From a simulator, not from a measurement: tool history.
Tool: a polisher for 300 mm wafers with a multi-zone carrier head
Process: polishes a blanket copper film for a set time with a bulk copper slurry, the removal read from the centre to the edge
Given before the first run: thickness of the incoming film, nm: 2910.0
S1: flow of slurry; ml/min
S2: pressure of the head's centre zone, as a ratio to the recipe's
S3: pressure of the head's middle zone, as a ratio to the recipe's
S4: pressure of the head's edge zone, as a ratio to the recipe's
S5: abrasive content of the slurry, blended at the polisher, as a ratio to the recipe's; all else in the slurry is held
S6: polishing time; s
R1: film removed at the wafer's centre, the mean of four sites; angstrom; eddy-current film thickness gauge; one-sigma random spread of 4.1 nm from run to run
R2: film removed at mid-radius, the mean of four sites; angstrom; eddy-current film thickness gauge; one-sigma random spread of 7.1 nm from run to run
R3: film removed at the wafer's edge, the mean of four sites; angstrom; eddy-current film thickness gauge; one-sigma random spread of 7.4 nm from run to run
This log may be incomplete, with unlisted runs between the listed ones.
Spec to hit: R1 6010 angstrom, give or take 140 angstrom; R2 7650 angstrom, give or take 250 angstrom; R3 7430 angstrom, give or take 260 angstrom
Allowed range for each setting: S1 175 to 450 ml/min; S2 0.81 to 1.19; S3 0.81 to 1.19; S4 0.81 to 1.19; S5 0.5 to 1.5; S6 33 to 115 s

run  hour   S1    S2    S3    S4  S5  S6      R1      R2      R3
  1     0  290     1     1     1   1  73  7800.2  7818.8  7974.1
  2   3.8  290  0.92     1     1   1  73  7180.2  7677.8  8111.7
  3   9.4  260  0.92     1     1   1  73  7151.7  7677.1  7854.1
  4    11  200  0.92     1     1   1  73  6883.1  7421.3  7655.8
  5  15.7  200  0.91  1.01     1   1  73  6769.1  7543.4  7756.4
  6  23.7  200  0.91  1.01  1.06   1  73  6843.7    7464  7825.8
  7  31.7  200   0.9  1.02  1.05   1  73    6714  7537.2  7822.3
  8  39.4  200  0.89  1.03  1.04   1  73  6684.5  7690.2  7773.7
  9  40.9  200  0.88  1.03  1.04   1  73  6562.5  7612.2  7936.9
 10  45.7  195  0.88  1.04  1.03   1  73  6593.9  7574.4  7825.4

Of the 4 settings listed for the next run, only one would bring every result within its allowed miss of target. Which one?
  A  50.5  175   0.9  1.02  1.07   0.9  72   ?   ?   ?
  B  50.5  175  1.02  1.09  0.94  1.15  70   ?   ?   ?
  C  50.5  185  0.83  1.11  1.02  0.95  71   ?   ?   ?
  D  50.5  210  0.89  1.02  0.99  0.85  72   ?   ?   ?

move      R1      R2      R3
   A  6353.8  7173.5  7548.6
   B    7182  7711.1  7340.6
   C  5979.6  7750.3  7434.9
   D    6436  7310.7  7435.2
A: closes in on the targets versus the last run, not all within tolerance yet
B: further off than the last run
C: hits every target within its allowed miss
D: closes in on the targets versus the last run, not all within tolerance yet
Correct choice: C, which meets every target

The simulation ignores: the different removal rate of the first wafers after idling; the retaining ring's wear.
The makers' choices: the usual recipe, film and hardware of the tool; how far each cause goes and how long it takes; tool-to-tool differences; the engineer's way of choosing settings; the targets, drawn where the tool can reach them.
